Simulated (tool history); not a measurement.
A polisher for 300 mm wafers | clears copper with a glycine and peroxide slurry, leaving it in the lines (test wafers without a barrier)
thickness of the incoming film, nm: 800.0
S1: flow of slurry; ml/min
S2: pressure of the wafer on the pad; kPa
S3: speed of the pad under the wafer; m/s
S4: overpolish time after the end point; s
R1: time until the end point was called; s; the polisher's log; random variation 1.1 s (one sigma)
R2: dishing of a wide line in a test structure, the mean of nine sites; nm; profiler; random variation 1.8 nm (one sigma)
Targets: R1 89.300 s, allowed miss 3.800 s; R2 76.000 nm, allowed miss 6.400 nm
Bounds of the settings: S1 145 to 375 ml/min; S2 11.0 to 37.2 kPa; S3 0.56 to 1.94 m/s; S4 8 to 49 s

run	hour	S1	S2	S3	S4	R1	R2
1	0.0	240	24.1	1.24	25	103.020	84.590
2	6.3	210	24.1	1.24	25	106.610	87.585
3	14.8	210	22.1	1.24	25	112.360	81.691
4	22.3	210	22.1	1.12	25	124.020	78.553
5	25.6	210	18.6	1.12	25	134.130	72.795
6	27.1	220	21.4	1.14	23	119.650	72.936
7	34.1	235	22.8	1.14	22	117.440	72.739
8	40.5	235	29.6	1.22	14	94.431	62.425
9	46.7	235	29.6	1.22	14	92.195	66.286
10	53.5	235	29.6	1.22	15	92.344	69.026
11	60.3	235	29.6	1.22	16	93.773	69.303

5 next moves are on the table. One of them brings every result within its allowed miss. Which?
A	67.1	255	29.6	1.12	19	?	?
B	67.1	210	31.7	1.24	13	?	?
C	67.1	245	31.0	1.36	15	?	?
D	67.1	160	28.3	1.44	18	?	?
E	67.1	270	31.7	1.04	19	?	?

move	R1	R2
A	99.817	77.728
B	89.441	65.167
C	81.950	75.725
D	88.450	80.077
E	101.220	77.595
A: further off than the last run
B: brings the result that was furthest off to its target, and leaves another outside
C: takes the result that was furthest off past its target
D: meets every target
E: further off than the last run
Move D is the one to make.
